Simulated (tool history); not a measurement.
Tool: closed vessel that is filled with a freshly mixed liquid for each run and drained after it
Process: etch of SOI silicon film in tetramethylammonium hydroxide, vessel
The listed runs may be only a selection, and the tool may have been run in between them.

run,day,temperature setpoint of the liquid (°C),concentration of hydroxide in the mixed liquid (% by weight),time in the liquid (s),thickness taken off the SOI silicon film on a monitor wafer (nm)
1,0,63,11.5,85,377.02
2,0.271,63,11.5,85,372.18
3,0.333,63.5,11.5,85,388.9
4,0.638,68.5,11.5,85,526.48
5,0.717,62.5,11.5,85,363.54
6,0.767,62.5,11.5,85,364.39
7,0.888,63,11.5,85,377.43

What does the tool deliver on the next run?
8,1.067,63.5,11.5,85,?

thickness taken off the SOI silicon film on a monitor wafer (nm): 387.69
